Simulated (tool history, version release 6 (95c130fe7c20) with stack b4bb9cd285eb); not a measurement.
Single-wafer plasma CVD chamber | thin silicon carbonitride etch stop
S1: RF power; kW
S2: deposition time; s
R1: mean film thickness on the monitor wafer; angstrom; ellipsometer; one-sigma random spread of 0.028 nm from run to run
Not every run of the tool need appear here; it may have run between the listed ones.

run 1 hour=0.0 | S1=0.270 S2=20.6 | R1=123.97
run 2 hour=8.5 | S1=0.265 S2=20.2 | R1=121.08
run 3 hour=11.7 | S1=0.265 S2=23.0 | R1=138.36
run 4 hour=18.5 | S1=0.260 S2=22.4 | R1=133.29
run 5 hour=21.5 | S1=0.255 S2=21.9 | R1=128.78
run 6 hour=25.1 | S1=0.255 S2=24.4 | R1=143.79
run 7 hour=30.7 | S1=0.250 S2=23.7 | R1=138.63

Run 8 comes next. What will it give?
run 8 hour=37.0 | S1=0.250 S2=23.7 | R1=?

{"run 8": {"R1": 138.23}}
